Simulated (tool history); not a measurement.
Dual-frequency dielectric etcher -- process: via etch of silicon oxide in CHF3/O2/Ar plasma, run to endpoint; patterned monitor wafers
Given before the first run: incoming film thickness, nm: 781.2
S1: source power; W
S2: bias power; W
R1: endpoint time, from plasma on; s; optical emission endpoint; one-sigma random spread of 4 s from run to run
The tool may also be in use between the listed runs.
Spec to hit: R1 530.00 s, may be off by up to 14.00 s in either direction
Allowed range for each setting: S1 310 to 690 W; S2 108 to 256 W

run,day,S1,S2,R1
1,0.000,500,182,439.76
2,0.183,470,176,454.76
3,0.346,430,176,467.90
4,0.412,430,199,454.36
5,0.608,410,192,465.03
6,0.779,440,192,450.62
7,1.108,420,186,464.44
8,1.396,400,180,472.73
9,1.567,380,172,496.71
10,1.896,370,171,501.02
11,1.925,360,170,505.49
12,2.167,350,169,512.10
13,2.504,310,163,552.56

4 candidate next runs follow, results not yet known. Just one meets every target within its allowed miss. Identify it.
A,2.842,340,136,?
B,2.842,310,156,?
C,2.842,310,183,?
D,2.842,330,124,?

move,R1
A,563.62
B,558.77
C,529.03
D,587.66
A: misses by more than the last run did
B: misses by more than the last run did
C: all results in spec
D: misses by more than the last run did
Go with C: it meets all targets.

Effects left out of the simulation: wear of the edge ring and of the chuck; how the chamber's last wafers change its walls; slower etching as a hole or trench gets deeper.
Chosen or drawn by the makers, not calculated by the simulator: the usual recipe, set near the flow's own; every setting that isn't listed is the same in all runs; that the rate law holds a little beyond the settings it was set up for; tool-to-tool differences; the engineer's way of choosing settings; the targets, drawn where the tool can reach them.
